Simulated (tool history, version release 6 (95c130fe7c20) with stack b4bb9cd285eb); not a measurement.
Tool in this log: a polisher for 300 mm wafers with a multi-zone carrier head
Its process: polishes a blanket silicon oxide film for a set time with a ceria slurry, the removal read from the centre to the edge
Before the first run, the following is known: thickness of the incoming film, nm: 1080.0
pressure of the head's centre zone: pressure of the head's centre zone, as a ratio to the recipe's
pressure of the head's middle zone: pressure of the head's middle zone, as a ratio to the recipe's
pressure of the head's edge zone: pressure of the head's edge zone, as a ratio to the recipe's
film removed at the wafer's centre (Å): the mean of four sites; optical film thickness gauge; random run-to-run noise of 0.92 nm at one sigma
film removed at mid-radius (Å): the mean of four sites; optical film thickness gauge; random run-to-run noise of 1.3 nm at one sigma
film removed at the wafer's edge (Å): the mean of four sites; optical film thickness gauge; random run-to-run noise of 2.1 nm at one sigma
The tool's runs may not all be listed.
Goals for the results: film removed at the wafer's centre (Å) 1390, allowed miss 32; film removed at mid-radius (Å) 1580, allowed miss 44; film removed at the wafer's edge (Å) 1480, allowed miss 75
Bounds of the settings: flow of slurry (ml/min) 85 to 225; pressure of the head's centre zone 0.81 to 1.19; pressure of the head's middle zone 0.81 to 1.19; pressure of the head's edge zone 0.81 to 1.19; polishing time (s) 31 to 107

run  hour  flow of slurry (ml/min)  pressure of the head's centre zone  pressure of the head's middle zone  pressure of the head's edge zone  polishing time (s)  film removed at the wafer's centre (Å)  film removed at mid-radius (Å)  film removed at the wafer's edge (Å)
  1     0                      145                                   1                                   1                                 1                  69                                  2980.9                          2888.4                                2948.3
  2   7.2                      145                                   1                                   1                              0.94                  69                                  2988.2                            2889                                2879.5
  3   8.2                      145                                   1                                   1                              0.94                  57                                  2457.7                          2373.3                                2387.2
  4  11.8                      145                                   1                                   1                              0.94                  47                                    2026                          2001.8                                1957.4
  5  14.8                      145                                   1                                0.96                              0.94                  47                                  2047.5                          1917.5                                1968.2
  6  16.8                      145                                   1                                   1                              0.94                  47                                  2031.8                          1976.2                                1963.6
  7  21.9                      140                                0.97                                   1                              0.91                  44                                  1817.1                          1838.4                                1752.1
  8  25.4                      130                                0.94                                   1                              0.91                  44                                  1742.9                          1791.2                                1777.9
  9  30.8                      140                                0.85                                1.05                              0.81                  31                                  1133.6                          1355.3                                1211.7
 10    33                      145                                0.86                                1.05                              0.85                  31                                  1156.1                          1369.7                                1243.8
 11  36.3                      145                                0.86                                1.05                              0.85                  31                                  1149.9                          1369.9                                1264.7
 12  37.5                      150                                0.88                                1.06                              0.88                  31                                  1162.1                          1382.2                                1260.4
 13  44.9                      150                                 0.9                                1.07                              0.91                  32                                  1250.5                          1425.8                                1310.2
 14  51.7                      150                                 0.9                                1.07                              0.92                  33                                  1298.6                          1457.9                                1358.7
 15    56                      150                                 0.9                                1.08                              0.93                  34                                  1326.6                          1506.4                                1438.2
 16  61.3                      150                                 0.9                                1.08                              0.93                  34                                  1322.7                          1533.3                                1427.5
 17  65.4                      150                                 0.9                                1.08                              0.93                  34                                  1314.4                          1555.9                                1411.4
 18  70.2                      150                                0.91                                1.08                              0.94                  34                                  1345.2                          1553.4                                  1445
 19  75.9                      150                                0.92                                1.08                              0.95                  34                                  1365.9                          1535.1                                1443.7
 20  78.4                      150                                0.92                                1.09                              0.96                  34                                  1354.6                          1565.1                                1432.1
 21  85.6                      150                                0.92                                1.09                              0.97                  34                                    1367                          1535.6                                1428.7

4 candidate next runs follow, results not yet known. Just one meets every target within its allowed miss. Identify it.
  A  92.8                      125                                0.85                                0.97                              1.06                  39                                       ?                               ?                                     ?
  B  92.8                      125                                0.95                                1.03                              1.02                  35                                       ?                               ?                                     ?
  C  92.8                      130                                0.91                                1.06                              0.93                  36                                       ?                               ?                                     ?
  D  92.8                      145                                0.82                                0.92                              1.06                  37                                       ?                               ?                                     ?

move  film removed at the wafer's centre (Å)  film removed at mid-radius (Å)  film removed at the wafer's edge (Å)
   A                                  1370.7                          1546.9                                1664.1
   B                                  1376.8                          1459.7                                1464.2
   C                                  1367.1                          1549.8                                1447.7
   D                                  1290.7                          1440.7                                1608.8
A: brings the last run's worst result on target, with another outside its allowed miss
B: the biggest miss grows against the last run
C: all results land within tolerance of their targets
D: the biggest miss grows against the last run
Go with C: it meets all targets.
